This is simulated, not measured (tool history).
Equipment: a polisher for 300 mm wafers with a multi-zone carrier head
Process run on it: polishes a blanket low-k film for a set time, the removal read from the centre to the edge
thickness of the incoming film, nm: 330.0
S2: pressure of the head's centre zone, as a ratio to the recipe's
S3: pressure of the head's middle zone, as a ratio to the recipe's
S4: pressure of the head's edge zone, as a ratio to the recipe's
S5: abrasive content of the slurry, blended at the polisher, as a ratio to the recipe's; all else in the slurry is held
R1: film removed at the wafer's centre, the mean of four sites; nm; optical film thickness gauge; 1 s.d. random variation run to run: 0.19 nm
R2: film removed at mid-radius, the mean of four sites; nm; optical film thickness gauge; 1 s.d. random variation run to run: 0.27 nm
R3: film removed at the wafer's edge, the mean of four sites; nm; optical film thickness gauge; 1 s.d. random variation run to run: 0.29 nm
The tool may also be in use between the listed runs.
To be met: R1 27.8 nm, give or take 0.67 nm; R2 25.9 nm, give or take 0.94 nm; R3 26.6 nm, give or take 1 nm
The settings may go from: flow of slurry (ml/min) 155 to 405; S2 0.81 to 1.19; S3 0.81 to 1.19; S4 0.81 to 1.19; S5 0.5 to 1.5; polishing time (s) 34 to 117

run 1 hour=0 | flow_of_slurry_(ml/min)=260 S2=1 S3=1 S4=1 S5=1 polishing_time_(s)=75 | R1=33.131 R2=34.186 R3=31.651
run 2 hour=1 | flow_of_slurry_(ml/min)=255 S2=0.99 S3=0.98 S4=0.98 S5=0.95 polishing_time_(s)=75 | R1=31.783 R2=31.808 R3=30.837
run 3 hour=4.9 | flow_of_slurry_(ml/min)=255 S2=0.99 S3=0.98 S4=0.98 S5=0.95 polishing_time_(s)=67 | R1=28.473 R2=28.408 R3=27.028
run 4 hour=11.7 | flow_of_slurry_(ml/min)=255 S2=0.92 S3=0.98 S4=0.98 S5=0.95 polishing_time_(s)=67 | R1=26.965 R2=29.431 R3=27.295
run 5 hour=18.9 | flow_of_slurry_(ml/min)=255 S2=0.92 S3=1.01 S4=0.98 S5=0.95 polishing_time_(s)=67 | R1=27.041 R2=29.647 R3=27.006
-- hour=20.1 edge zone pressure recalibrated
run 6 hour=20.1 | flow_of_slurry_(ml/min)=255 S2=0.92 S3=1.01 S4=0.98 S5=0.95 polishing_time_(s)=82 | R1=33.017 R2=35.923 R3=34.138
run 7 hour=27.2 | flow_of_slurry_(ml/min)=250 S2=0.94 S3=0.91 S4=0.88 S5=0.7 polishing_time_(s)=80 | R1=24.298 R2=24.311 R3=24.439
run 8 hour=33.6 | flow_of_slurry_(ml/min)=260 S2=0.95 S3=0.91 S4=0.89 S5=0.7 polishing_time_(s)=80 | R1=24.914 R2=24.373 R3=24.266
run 9 hour=39.2 | flow_of_slurry_(ml/min)=260 S2=0.96 S3=0.91 S4=0.9 S5=0.7 polishing_time_(s)=80 | R1=25.105 R2=24.258 R3=24.327
run 10 hour=42.1 | flow_of_slurry_(ml/min)=260 S2=0.97 S3=0.91 S4=0.92 S5=0.7 polishing_time_(s)=80 | R1=25.486 R2=24.39 R3=24.275
run 11 hour=43.9 | flow_of_slurry_(ml/min)=250 S2=0.97 S3=0.91 S4=0.94 S5=0.7 polishing_time_(s)=80 | R1=25.11 R2=24.426 R3=24.666
run 12 hour=46.8 | flow_of_slurry_(ml/min)=320 S2=1.02 S3=0.92 S4=1.01 S5=0.75 polishing_time_(s)=80 | R1=28.664 R2=26.715 R3=28.069

Pick the move, out of 4, that brings all results within their allowed miss; only one does.
run A hour=49.7 | flow_of_slurry_(ml/min)=325 S2=1 S3=0.96 S4=0.98 S5=0.7 polishing_time_(s)=86 | R1=? R2=? R3=?
run B hour=49.7 | flow_of_slurry_(ml/min)=295 S2=0.97 S3=0.94 S4=1.19 S5=0.6 polishing_time_(s)=104 | R1=? R2=? R3=?
run C hour=49.7 | flow_of_slurry_(ml/min)=265 S2=1.03 S3=0.92 S4=0.99 S5=0.75 polishing_time_(s)=78 | R1=? R2=? R3=?
run D hour=49.7 | flow_of_slurry_(ml/min)=330 S2=0.89 S3=0.9 S4=1.07 S5=0.75 polishing_time_(s)=85 | R1=? R2=? R3=?

move=A R1=28.54 R2=28.226 R3=27.308
move=B R1=27.291 R2=27.181 R3=29.559
move=C R1=28.139 R2=26.272 R3=26.57
move=D R1=27.772 R2=28.532 R3=30.417
A: brings the last run's worst result on target, with another outside its allowed miss
B: misses by more than the last run did
C: in spec on every target
D: misses by more than the last run did
Answer: C
